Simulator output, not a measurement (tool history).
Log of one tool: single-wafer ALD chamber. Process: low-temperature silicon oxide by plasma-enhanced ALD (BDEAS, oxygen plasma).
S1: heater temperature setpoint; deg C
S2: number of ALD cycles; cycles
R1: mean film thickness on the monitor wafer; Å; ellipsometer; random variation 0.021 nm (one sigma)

run  hour   S1  S2      R1
  1   0.0  105  31  44.659
  2   6.2  106  29  41.456
  3  12.1  106  28  40.356
  4  15.6   99  28  40.798
  5  18.0   94  28  41.046
  6  22.4   88  28  42.407

The next listed run, before its measurement:
  7  30.3  89  28   ?

R1: 42.320 Å

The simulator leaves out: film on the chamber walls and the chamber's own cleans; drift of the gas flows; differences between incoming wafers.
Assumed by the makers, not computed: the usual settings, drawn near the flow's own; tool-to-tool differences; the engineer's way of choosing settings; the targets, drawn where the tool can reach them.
